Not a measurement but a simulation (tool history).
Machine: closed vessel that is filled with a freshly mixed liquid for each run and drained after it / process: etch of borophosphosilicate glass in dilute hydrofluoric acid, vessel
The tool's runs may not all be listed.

run  hour  temperature setpoint of the liquid (C)  parts of water to one part of 49 % hydrofluoric acid (parts by volume)  time in the liquid (s)  thickness taken off the borophosphosilicate glass on a monitor wafer (nm)
  1     0                                      22                                                                     290                     230                                                                     27.104
  2   8.7                                      25                                                                     290                     230                                                                     30.433
  3  11.7                                      25                                                                     370                     230                                                                     21.895
  4  19.1                                      26                                                                     370                     230                                                                     22.698
  5  24.5                                      26                                                                     275                     230                                                                      33.63
  6  32.3                                      26                                                                     335                     230                                                                      25.88
  7  41.1                                      27                                                                     290                     230                                                                     32.345
  8  47.5                                      28                                                                     255                     230                                                                     39.459
  9  51.5                                    28.5                                                                     230                     230                                                                     45.677
 10  57.9                                      29                                                                     215                     230                                                                     51.021
 11  61.2                                    29.5                                                                     205                     230                                                                     55.072
 12  62.4                                    29.5                                                                     200                     230                                                                     56.512

Run 13 has not been measured yet. What should we expect?
 13  67.5                                    29.5                                                                     195                     230                                                                          ?

thickness taken off the borophosphosilicate glass on a monitor wafer (nm): 58.738

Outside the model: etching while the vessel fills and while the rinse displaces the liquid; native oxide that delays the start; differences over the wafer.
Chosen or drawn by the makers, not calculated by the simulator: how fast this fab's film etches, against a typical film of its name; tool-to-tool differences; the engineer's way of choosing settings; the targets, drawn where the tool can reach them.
